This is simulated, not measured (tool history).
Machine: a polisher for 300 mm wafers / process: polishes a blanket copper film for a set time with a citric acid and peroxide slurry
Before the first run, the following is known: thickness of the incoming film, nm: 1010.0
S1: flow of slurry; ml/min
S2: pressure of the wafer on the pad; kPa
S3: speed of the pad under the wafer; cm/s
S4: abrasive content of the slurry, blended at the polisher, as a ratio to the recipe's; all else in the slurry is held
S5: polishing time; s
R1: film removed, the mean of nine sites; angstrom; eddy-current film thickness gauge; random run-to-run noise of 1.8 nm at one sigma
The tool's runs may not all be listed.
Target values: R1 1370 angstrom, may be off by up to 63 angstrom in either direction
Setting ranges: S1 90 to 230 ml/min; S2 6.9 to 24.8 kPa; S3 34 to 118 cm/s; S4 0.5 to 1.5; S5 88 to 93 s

run  hour   S1    S2  S3    S4  S5      R1
  1     0  150  15.9  76     1  88  1066.3
  2   5.2  150  16.5  76     1  88  1091.3
  3  10.5  150  16.5  76  0.85  88  1033.4
  4  17.8  150  16.5  76  0.85  93  1099.4
  5  18.7  150  16.5  70  0.85  93  1018.1
  6    25  150  18.6  70  0.85  93  1122.6
  7  26.8  150  19.3  70  0.85  93  1108.9
  8  30.9  150    20  70  0.85  93  1213.4
  9  37.7  150  20.7  70  0.85  93    1218
 10  45.7  150  21.4  70  0.85  93  1256.7

4 next moves are on the table. One of them brings every result within its allowed miss. Which?
  A  53.7  160  21.4  66  0.9  93   ?
  B  53.7  155  22.1  82  0.9  93   ?
  C  53.7  145  24.1  70    1  88   ?
  D  53.7  170  22.8  74    1  93   ?

move      R1
   A  1241.3
   B  1565.9
   C  1406.1
   D  1528.2
A: misses by more than the last run did
B: moves the result that the last run missed by most past its target, out the other side
C: every result within its allowed miss
D: moves the result that the last run missed by most past its target, out the other side
C is the move that brings every result within its allowed miss.
